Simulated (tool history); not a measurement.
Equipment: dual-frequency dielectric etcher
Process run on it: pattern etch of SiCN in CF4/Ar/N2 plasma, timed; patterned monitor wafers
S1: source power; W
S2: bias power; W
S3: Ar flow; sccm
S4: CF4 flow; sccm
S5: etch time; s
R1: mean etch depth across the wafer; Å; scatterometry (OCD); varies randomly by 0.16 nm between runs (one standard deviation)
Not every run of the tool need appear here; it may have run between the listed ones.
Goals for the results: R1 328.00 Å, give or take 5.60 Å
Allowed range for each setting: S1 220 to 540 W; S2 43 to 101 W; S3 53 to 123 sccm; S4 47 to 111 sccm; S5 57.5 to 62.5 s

run  hour   S1  S2  S3  S4    S5      R1
  1   0.0  380  72  88  79  62.5  487.08
  2   1.8  350  71  88  79  62.5  440.24
  3   9.7  330  71  88  79  62.5  415.59
  4  12.1  330  71  88  79  62.5  414.30
  5  13.1  320  71  88  79  62.5  399.66
  6  16.8  320  71  88  72  62.5  397.70
  7  20.8  320  71  88  72  62.5  396.59
  8  27.9  240  70  88  72  62.5  285.47
  9  28.5  250  70  88  72  62.5  298.62
 10  32.9  260  70  88  72  62.5  312.27

Next run, 5 choices. One meets every target within its allowed miss, the rest don't. Which?
  A  37.3  280  77  98  78  59.5   ?
  B  37.3  250  87  96  62  61.5   ?
  C  37.3  280  60  78  60  60.5   ?
  D  37.3  240  74  74  87  61.5   ?
  E  37.3  250  82  81  67  62.5   ?

move      R1
   A  329.64
   B  300.15
   C  316.86
   D  297.83
   E  311.56
A: in spec on every target
B: further off than the last run
C: nearer the targets than the last run, but a result is still out of spec
D: further off than the last run
E: as far off as the last run
A is the move that brings every result within its allowed miss.
